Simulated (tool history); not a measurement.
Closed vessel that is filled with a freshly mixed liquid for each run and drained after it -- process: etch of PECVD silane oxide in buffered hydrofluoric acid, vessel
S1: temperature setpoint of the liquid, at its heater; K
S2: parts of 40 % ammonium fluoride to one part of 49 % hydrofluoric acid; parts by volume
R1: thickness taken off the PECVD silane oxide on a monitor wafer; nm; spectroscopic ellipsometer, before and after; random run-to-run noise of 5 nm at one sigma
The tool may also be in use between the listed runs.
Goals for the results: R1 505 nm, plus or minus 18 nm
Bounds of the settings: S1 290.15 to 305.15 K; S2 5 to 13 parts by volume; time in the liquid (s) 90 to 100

{"run": 1, "hour": 0.0, "S1": 297.15, "S2": 8, "time in the liquid (s)": 90, "R1": 245.53}
{"run": 2, "hour": 5.9, "S1": 297.15, "S2": 8, "time in the liquid (s)": 100, "R1": 271.85}
{"run": 3, "hour": 12.9, "S1": 297.15, "S2": 7, "time in the liquid (s)": 100, "R1": 313.02}
{"run": 4, "hour": 19.3, "S1": 298.15, "S2": 7, "time in the liquid (s)": 100, "R1": 331.73}
{"run": 5, "hour": 25.6, "S1": 298.15, "S2": 8, "time in the liquid (s)": 100, "R1": 287.05}
{"hour": 26.2, "done": "hydrofluoric acid flow meter replaced"}
{"run": 6, "hour": 26.2, "S1": 298.15, "S2": 8, "time in the liquid (s)": 90, "R1": 285.54}
{"run": 7, "hour": 29.3, "S1": 298.65, "S2": 8, "time in the liquid (s)": 90, "R1": 293.76}
{"run": 8, "hour": 32.9, "S1": 299.15, "S2": 8, "time in the liquid (s)": 90, "R1": 301.48}
{"run": 9, "hour": 38.0, "S1": 299.65, "S2": 8, "time in the liquid (s)": 90, "R1": 309.71}
{"run": 10, "hour": 45.3, "S1": 300.15, "S2": 8, "time in the liquid (s)": 90, "R1": 319.36}
{"run": 11, "hour": 48.5, "S1": 300.65, "S2": 8, "time in the liquid (s)": 90, "R1": 328.9}
{"run": 12, "hour": 49.6, "S1": 301.15, "S2": 8, "time in the liquid (s)": 90, "R1": 337.69}
{"run": 13, "hour": 55.1, "S1": 301.65, "S2": 8, "time in the liquid (s)": 90, "R1": 343.4}
{"run": 14, "hour": 61.5, "S1": 302.15, "S2": 8, "time in the liquid (s)": 90, "R1": 352.87}
{"run": 15, "hour": 63.9, "S1": 305.15, "S2": 6, "time in the liquid (s)": 90, "R1": 557.71}

Consider the 5 candidate settings below. Which is the only one whose results all fall within their allowed miss of target?
{"run": "A", "hour": 66.3, "S1": 304.65, "S2": 5.5, "time in the liquid (s)": 95, "R1": "?"}
{"run": "B", "hour": 66.3, "S1": 304.65, "S2": 5, "time in the liquid (s)": 90, "R1": "?"}
{"run": "C", "hour": 66.3, "S1": 304.15, "S2": 5.5, "time in the liquid (s)": 90, "R1": "?"}
{"run": "D", "hour": 66.3, "S1": 303.65, "S2": 6, "time in the liquid (s)": 90, "R1": "?"}
{"run": "E", "hour": 66.3, "S1": 305.15, "S2": 6, "time in the liquid (s)": 100, "R1": "?"}

move=A R1=618.35
move=B R1=634.78
move=C R1=570.81
move=D R1=516.72
move=E R1=620.6
A: misses by more than the last run did
B: misses by more than the last run did
C: misses by more than the last run did
D: each result inside its tolerance
E: misses by more than the last run did
The right move is D.
